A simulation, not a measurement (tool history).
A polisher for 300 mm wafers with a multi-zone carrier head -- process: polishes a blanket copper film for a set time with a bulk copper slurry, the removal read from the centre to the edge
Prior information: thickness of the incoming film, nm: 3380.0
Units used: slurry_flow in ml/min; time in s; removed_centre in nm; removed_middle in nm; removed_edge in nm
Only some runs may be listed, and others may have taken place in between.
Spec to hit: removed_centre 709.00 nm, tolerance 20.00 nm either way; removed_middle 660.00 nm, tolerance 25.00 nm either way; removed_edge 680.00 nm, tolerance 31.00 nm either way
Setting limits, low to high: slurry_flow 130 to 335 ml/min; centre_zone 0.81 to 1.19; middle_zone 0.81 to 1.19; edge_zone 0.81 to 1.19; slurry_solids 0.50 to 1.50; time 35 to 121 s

run 1 hour=0.0 | slurry_flow=215 centre_zone=1.00 middle_zone=1.00 edge_zone=1.00 slurry_solids=1.00 time=78 | removed_centre=512.59 removed_middle=504.79 removed_edge=525.02
run 2 hour=4.0 | slurry_flow=215 centre_zone=1.08 middle_zone=1.00 edge_zone=1.00 slurry_solids=1.00 time=78 | removed_centre=550.00 removed_middle=513.37 removed_edge=535.41
run 3 hour=6.3 | slurry_flow=215 centre_zone=1.08 middle_zone=1.05 edge_zone=1.00 slurry_solids=1.00 time=78 | removed_centre=555.70 removed_middle=523.58 removed_edge=531.73
run 4 hour=13.1 | slurry_flow=195 centre_zone=1.08 middle_zone=1.05 edge_zone=1.00 slurry_solids=1.00 time=78 | removed_centre=545.80 removed_middle=532.11 removed_edge=508.72
run 5 hour=22.1 | slurry_flow=195 centre_zone=1.08 middle_zone=0.97 edge_zone=1.00 slurry_solids=1.00 time=78 | removed_centre=543.25 removed_middle=488.51 removed_edge=512.23
run 6 hour=27.7 | slurry_flow=170 centre_zone=1.08 middle_zone=0.97 edge_zone=1.00 slurry_solids=1.00 time=78 | removed_centre=539.14 removed_middle=470.73 removed_edge=511.59
run 7 hour=35.0 | slurry_flow=205 centre_zone=1.13 middle_zone=1.07 edge_zone=1.10 slurry_solids=1.25 time=88 | removed_centre=677.45 removed_middle=637.26 removed_edge=638.07
run 8 hour=43.1 | slurry_flow=215 centre_zone=1.13 middle_zone=1.07 edge_zone=1.11 slurry_solids=1.25 time=88 | removed_centre=684.00 removed_middle=619.74 removed_edge=641.30

Exercise: of the 5 proposed moves below, exactly one satisfies all targets within the stated allowed misses. Which move is it?
run A hour=51.2 | slurry_flow=130 centre_zone=1.19 middle_zone=1.19 edge_zone=0.93 slurry_solids=1.45 time=91 | removed_centre=? removed_middle=? removed_edge=?
run B hour=51.2 | slurry_flow=230 centre_zone=0.95 middle_zone=0.99 edge_zone=1.19 slurry_solids=1.25 time=99 | removed_centre=? removed_middle=? removed_edge=?
run C hour=51.2 | slurry_flow=190 centre_zone=1.17 middle_zone=1.02 edge_zone=1.01 slurry_solids=1.05 time=102 | removed_centre=? removed_middle=? removed_edge=?
run D hour=51.2 | slurry_flow=240 centre_zone=1.07 middle_zone=1.11 edge_zone=1.11 slurry_solids=1.10 time=91 | removed_centre=? removed_middle=? removed_edge=?
run E hour=51.2 | slurry_flow=205 centre_zone=1.15 middle_zone=1.11 edge_zone=1.17 slurry_solids=1.50 time=88 | removed_centre=? removed_middle=? removed_edge=?

move=A removed_centre=668.57 removed_middle=669.81 removed_edge=580.13
move=B removed_centre=641.66 removed_middle=681.35 removed_edge=757.94
move=C removed_centre=769.11 removed_middle=680.51 removed_edge=684.93
move=D removed_centre=656.97 removed_middle=680.70 removed_edge=661.09
move=E removed_centre=699.08 removed_middle=674.93 removed_edge=677.68
A: puts the biggest miss on target and leaves a different result outside tolerance
B: puts the biggest miss on target and leaves a different result outside tolerance
C: puts the biggest miss on target and leaves a different result outside tolerance
D: puts the biggest miss on target and leaves a different result outside tolerance
E: each result inside its tolerance
The right move is E.
